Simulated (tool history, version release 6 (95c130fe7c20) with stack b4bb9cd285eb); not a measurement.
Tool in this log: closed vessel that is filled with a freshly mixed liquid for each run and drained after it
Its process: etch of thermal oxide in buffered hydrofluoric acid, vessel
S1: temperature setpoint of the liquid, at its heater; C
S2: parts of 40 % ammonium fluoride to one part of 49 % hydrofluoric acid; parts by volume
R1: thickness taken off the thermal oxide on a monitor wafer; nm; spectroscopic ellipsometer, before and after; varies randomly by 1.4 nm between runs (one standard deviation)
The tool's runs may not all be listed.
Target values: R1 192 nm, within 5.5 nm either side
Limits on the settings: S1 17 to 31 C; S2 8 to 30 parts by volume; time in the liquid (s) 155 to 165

Run 1, hour 0: S1 23 C, S2 21.5 parts by volume, time in the liquid (s) 155. Result: R1 82.887 nm.
Run 2, hour 3.3: S1 23 C, S2 17 parts by volume, time in the liquid (s) 155. Result: R1 102.09 nm.
Run 3, hour 4.4: S1 23 C, S2 15 parts by volume, time in the liquid (s) 155. Result: R1 115.36 nm.
Run 4, hour 9.5: S1 21 C, S2 15 parts by volume, time in the liquid (s) 155. Result: R1 104.69 nm.
Run 5, hour 17.9: S1 21 C, S2 15 parts by volume, time in the liquid (s) 155. Result: R1 103.63 nm.
Run 6, hour 18.9: S1 21 C, S2 15 parts by volume, time in the liquid (s) 165. Result: R1 110.75 nm.
Run 7, hour 25.9: S1 24 C, S2 14.5 parts by volume, time in the liquid (s) 165. Result: R1 133.24 nm.
Run 8, hour 29.6: S1 28 C, S2 14 parts by volume, time in the liquid (s) 165. Result: R1 173.67 nm.
Run 9, hour 30.9: S1 28.5 C, S2 14 parts by volume, time in the liquid (s) 165. Result: R1 177.99 nm.

Below are 5 possible settings for the next run. Only one of them brings all results inside the allowed miss of their targets. Which is it?
Run A, hour 32.2: S1 30 C, S2 13.5 parts by volume, time in the liquid (s) 165. Result: R1 ?.
Run B, hour 32.2: S1 31 C, S2 15 parts by volume, time in the liquid (s) 165. Result: R1 ?.
Run C, hour 32.2: S1 28 C, S2 11 parts by volume, time in the liquid (s) 155. Result: R1 ?.
Run D, hour 32.2: S1 28 C, S2 12 parts by volume, time in the liquid (s) 165. Result: R1 ?.
Run E, hour 32.2: S1 28 C, S2 13.5 parts by volume, time in the liquid (s) 165. Result: R1 ?.

move      R1
   A  199.75
   B  189.86
   C  206.19
   D  201.64
   E  179.71
A: moves the result that the last run missed by most past its target, out the other side
B: each result inside its tolerance
C: moves the result that the last run missed by most past its target, out the other side
D: moves the result that the last run missed by most past its target, out the other side
E: better than the last run, though not everything is in spec
Move B is the one to make.

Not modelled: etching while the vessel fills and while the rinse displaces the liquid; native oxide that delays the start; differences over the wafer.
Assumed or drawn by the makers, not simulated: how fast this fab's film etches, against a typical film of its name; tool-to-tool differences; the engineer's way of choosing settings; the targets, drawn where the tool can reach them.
